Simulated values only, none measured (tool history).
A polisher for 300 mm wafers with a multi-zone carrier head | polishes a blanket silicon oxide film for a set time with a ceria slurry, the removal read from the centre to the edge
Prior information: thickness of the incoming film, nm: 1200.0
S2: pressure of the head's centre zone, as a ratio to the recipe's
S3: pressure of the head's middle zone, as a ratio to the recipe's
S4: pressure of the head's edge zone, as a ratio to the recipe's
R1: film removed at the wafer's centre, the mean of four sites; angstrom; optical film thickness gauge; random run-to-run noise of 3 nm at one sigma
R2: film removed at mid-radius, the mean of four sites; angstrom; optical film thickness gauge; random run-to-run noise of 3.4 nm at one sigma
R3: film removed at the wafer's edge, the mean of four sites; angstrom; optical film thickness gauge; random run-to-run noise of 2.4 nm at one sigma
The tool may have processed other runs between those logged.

{"run": 1, "hour": 0.0, "flow of slurry (ml/min)": 190, "S2": 1, "S3": 1, "S4": 1, "polishing time (s)": 62, "R1": 3991, "R2": 3983.7, "R3": 3931.7}
{"run": 2, "hour": 5.2, "flow of slurry (ml/min)": 190, "S2": 1.05, "S3": 1, "S4": 1, "polishing time (s)": 62, "R1": 4164.8, "R2": 3961.2, "R3": 3955.8}
{"run": 3, "hour": 12.3, "flow of slurry (ml/min)": 215, "S2": 1.05, "S3": 1, "S4": 1, "polishing time (s)": 62, "R1": 4228.2, "R2": 3979.8, "R3": 3980.4}
{"run": 4, "hour": 18.2, "flow of slurry (ml/min)": 245, "S2": 1.05, "S3": 1, "S4": 1, "polishing time (s)": 62, "R1": 4279.3, "R2": 4119.8, "R3": 4026.4}
{"run": 5, "hour": 23.5, "flow of slurry (ml/min)": 235, "S2": 1.01, "S3": 0.98, "S4": 1.01, "polishing time (s)": 62, "R1": 4101.1, "R2": 4067.7, "R3": 3998.2}
{"run": 6, "hour": 24.9, "flow of slurry (ml/min)": 225, "S2": 0.98, "S3": 0.96, "S4": 1.03, "polishing time (s)": 62, "R1": 4024, "R2": 3931.5, "R3": 4042.7}
{"run": 7, "hour": 28.3, "flow of slurry (ml/min)": 225, "S2": 0.98, "S3": 0.96, "S4": 1.03, "polishing time (s)": 62, "R1": 4002.9, "R2": 3954.2, "R3": 4053.1}
{"run": 8, "hour": 37.0, "flow of slurry (ml/min)": 215, "S2": 0.95, "S3": 0.95, "S4": 1.03, "polishing time (s)": 62, "R1": 3859.2, "R2": 3892.3, "R3": 4043.2}
{"run": 9, "hour": 44.0, "flow of slurry (ml/min)": 210, "S2": 0.93, "S3": 0.94, "S4": 1.03, "polishing time (s)": 62, "R1": 3775.3, "R2": 3894.7, "R3": 4043}

Run 10 has not been measured yet. What should we expect?
{"run": 10, "hour": 51.8, "flow of slurry (ml/min)": 205, "S2": 0.91, "S3": 0.93, "S4": 1.03, "polishing time (s)": 62, "R1": "?", "R2": "?", "R3": "?"}

Run 10 yielded R1 3663.2 angstrom, R2 3840.3 angstrom, R3 4032.8 angstrom.
